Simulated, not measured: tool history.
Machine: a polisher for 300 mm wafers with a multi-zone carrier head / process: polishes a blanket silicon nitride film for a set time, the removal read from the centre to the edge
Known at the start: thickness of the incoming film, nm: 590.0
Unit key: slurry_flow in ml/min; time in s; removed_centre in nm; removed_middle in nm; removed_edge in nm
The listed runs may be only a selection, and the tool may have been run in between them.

run	hour	slurry_flow	centre_zone	middle_zone	edge_zone	time	removed_centre	removed_middle	removed_edge
1	0	315	1	1	1	66	138.35	142.73	138.01
2	6	315	0.97	1	1	66	135.33	143.12	137.39
3	11.7	325	1.02	1.02	1.02	67	144.83	147.25	141.46
4	14.6	330	1.05	1.04	1.05	68	152.86	150.99	146.68
5	20.6	330	1.05	1.04	1.05	57	125.52	129.53	122.53
6	24.4	330	1.05	1.04	0.96	57	128.5	126.46	117.62

Predict the results of run 7:
7	32.5	335	1.08	1.05	1	60	?	?	?

removed_centre: 135.99 nm
removed_middle: 133.27 nm
removed_edge: 127.25 nm
